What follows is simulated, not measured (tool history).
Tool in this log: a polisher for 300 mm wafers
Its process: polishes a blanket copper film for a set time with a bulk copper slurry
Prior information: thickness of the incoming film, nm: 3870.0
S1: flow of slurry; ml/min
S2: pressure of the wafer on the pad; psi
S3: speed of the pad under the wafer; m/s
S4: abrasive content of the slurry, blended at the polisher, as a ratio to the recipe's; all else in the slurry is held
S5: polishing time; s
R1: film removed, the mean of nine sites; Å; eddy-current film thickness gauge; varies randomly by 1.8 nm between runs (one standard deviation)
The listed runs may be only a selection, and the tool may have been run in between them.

| run | hour | S1 | S2 | S3 | S4 | S5 | R1 |
|---|---|---|---|---|---|---|---|
| 1 | 0.0 | 320 | 2.1 | 1.18 | 1.0 | 55 | 4649.1 |
| 2 | 2.0 | 320 | 2.1 | 1.46 | 1.0 | 55 | 5660.4 |
| 3 | 5.3 | 320 | 2.1 | 1.74 | 1.0 | 55 | 6728.4 |
| 4 | 6.0 | 320 | 2.1 | 1.74 | 1.1 | 55 | 6885.5 |
| 5 | 12.4 | 320 | 2.1 | 1.86 | 1.1 | 55 | 7278.1 |
| 6 | 12.9 | 350 | 2.1 | 1.86 | 1.1 | 55 | 7284.1 |
| 7 | 19.1 | 350 | 1.8 | 1.72 | 1.1 | 55 | 5990.4 |
| 8 | 25.4 | 350 | 1.6 | 1.58 | 1.1 | 55 | 5025.5 |
| 9 | 27.8 | 350 | 1.4 | 1.48 | 1.1 | 55 | 4182.7 |
| 10 | 33.1 | 340 | 1.3 | 1.44 | 1.1 | 55 | 3855.6 |
| 11 | 40.7 | 320 | 1.2 | 1.42 | 1.1 | 55 | 3604.0 |
| 12 | 44.5 | 305 | 1.1 | 1.40 | 1.1 | 55 | 3298.5 |
| 13 | 48.7 | 305 | 1.1 | 1.40 | 1.1 | 55 | 3283.4 |
| 14 | 55.9 | 285 | 1.1 | 1.40 | 1.1 | 55 | 3295.1 |

Run 15 has not been measured yet. What should we expect?
| 15 | 62.9 | 270 | 1.1 | 1.40 | 1.1 | 55 | ? |

R1: 3262.9 Å
